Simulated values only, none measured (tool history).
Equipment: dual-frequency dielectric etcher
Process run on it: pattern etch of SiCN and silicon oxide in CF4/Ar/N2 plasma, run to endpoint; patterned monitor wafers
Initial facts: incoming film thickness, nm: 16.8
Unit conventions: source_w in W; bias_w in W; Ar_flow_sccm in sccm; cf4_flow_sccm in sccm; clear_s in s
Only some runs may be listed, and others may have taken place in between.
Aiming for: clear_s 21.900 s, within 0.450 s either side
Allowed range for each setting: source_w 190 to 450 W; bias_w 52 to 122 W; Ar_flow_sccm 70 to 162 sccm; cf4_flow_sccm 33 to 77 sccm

run	hour	source_w	bias_w	Ar_flow_sccm	cf4_flow_sccm	clear_s
1	0.0	320	87	116	55	24.846
2	7.3	330	87	116	55	23.876
3	11.9	330	100	116	55	23.293
4	14.6	340	100	116	55	22.738
5	20.4	290	100	116	55	26.045
6	23.6	290	100	131	55	26.622
7	30.7	310	101	131	55	25.227
8	34.8	330	102	131	55	23.654
9	36.6	340	102	131	55	23.235
10	41.0	350	102	131	55	22.491

Consider the 5 candidate settings below. Which is the only one whose results all fall within their allowed miss of target?
A	45.4	350	94	116	51	?
B	45.4	350	82	125	63	?
C	45.4	330	102	134	58	?
D	45.4	370	104	157	57	?
E	45.4	360	92	97	64	?

move	clear_s
A	22.671
B	22.799
C	23.446
D	21.738
E	20.625
A: misses by more than the last run did
B: misses by more than the last run did
C: misses by more than the last run did
D: every result lands within tolerance
E: the result that was furthest off in the last run now lies on the other side of its target
So the answer is move D, the one that meets all the targets.
